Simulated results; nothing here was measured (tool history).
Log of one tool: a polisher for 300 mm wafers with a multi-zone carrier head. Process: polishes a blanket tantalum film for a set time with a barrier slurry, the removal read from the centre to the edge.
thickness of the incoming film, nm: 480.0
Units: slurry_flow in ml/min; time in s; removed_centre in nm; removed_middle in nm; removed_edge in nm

Run 1, hour 0: slurry_flow 150 ml/min, centre_zone 1, middle_zone 1, edge_zone 1, slurry_solids 1, time 62 s. Result: removed_centre 100.44 nm, removed_middle 99.525 nm, removed_edge 101.16 nm.
Run 2, hour 8.2: slurry_flow 150 ml/min, centre_zone 1, middle_zone 1, edge_zone 0.97, slurry_solids 1, time 62 s. Result: removed_centre 98.275 nm, removed_middle 99.737 nm, removed_edge 99.075 nm.
Run 3, hour 13.2: slurry_flow 150 ml/min, centre_zone 1.03, middle_zone 1, edge_zone 0.97, slurry_solids 1, time 62 s. Result: removed_centre 99.68 nm, removed_middle 98.772 nm, removed_edge 99.997 nm.
Run 4, hour 19.7: slurry_flow 150 ml/min, centre_zone 1.03, middle_zone 1, edge_zone 1.03, slurry_solids 1, time 62 s. Result: removed_centre 100.14 nm, removed_middle 99.382 nm, removed_edge 102.57 nm.
Run 5, hour 25.5: slurry_flow 150 ml/min, centre_zone 1.03, middle_zone 1, edge_zone 1.11, slurry_solids 1, time 62 s. Result: removed_centre 100.6 nm, removed_middle 98.292 nm, removed_edge 107.23 nm.
Run 6, hour 34.4: slurry_flow 160 ml/min, centre_zone 1.06, middle_zone 1.03, edge_zone 1.12, slurry_solids 1.1, time 62 s. Result: removed_centre 106.3 nm, removed_middle 106.74 nm, removed_edge 109.61 nm.
Run 7, hour 37.1: slurry_flow 165 ml/min, centre_zone 1.08, middle_zone 1.03, edge_zone 1.13, slurry_solids 1.2, time 63 s. Result: removed_centre 115.59 nm, removed_middle 109.03 nm, removed_edge 117.1 nm.
Run 8, hour 40.7: slurry_flow 205 ml/min, centre_zone 1.14, middle_zone 1.13, edge_zone 1.17, slurry_solids 1.3, time 64 s. Result: removed_centre 128.65 nm, removed_middle 125.55 nm, removed_edge 125.14 nm.

The next listed run, before its measurement:
Run 9, hour 43: slurry_flow 205 ml/min, centre_zone 1.15, middle_zone 1.13, edge_zone 1.17, slurry_solids 1.3, time 64 s. Result: removed_centre ?, removed_middle ?, removed_edge ?.

{"run 9": {"removed_centre": 130.16, "removed_middle": 127.32, "removed_edge": 125.99}}
